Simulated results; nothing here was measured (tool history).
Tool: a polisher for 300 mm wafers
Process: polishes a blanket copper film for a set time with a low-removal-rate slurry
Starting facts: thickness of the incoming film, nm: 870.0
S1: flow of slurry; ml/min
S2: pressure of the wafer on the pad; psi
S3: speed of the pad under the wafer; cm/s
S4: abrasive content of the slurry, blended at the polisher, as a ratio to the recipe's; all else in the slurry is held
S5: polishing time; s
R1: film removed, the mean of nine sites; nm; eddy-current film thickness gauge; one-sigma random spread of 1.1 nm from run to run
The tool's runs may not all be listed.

run,hour,S1,S2,S3,S4,S5,R1
1,0.0,135,2.2,84,1.00,90,198.06
2,5.4,135,2.2,84,1.15,90,198.12
3,13.0,135,2.2,84,1.15,94,208.29
4,13.9,135,2.2,84,1.15,94,212.08
5,23.0,135,2.2,84,1.35,94,213.29
6,26.6,135,2.6,84,1.35,94,255.31

Forecast run 7:
7,32.4,135,2.4,84,1.35,94,?

{"run 7": {"R1": 231.13}}

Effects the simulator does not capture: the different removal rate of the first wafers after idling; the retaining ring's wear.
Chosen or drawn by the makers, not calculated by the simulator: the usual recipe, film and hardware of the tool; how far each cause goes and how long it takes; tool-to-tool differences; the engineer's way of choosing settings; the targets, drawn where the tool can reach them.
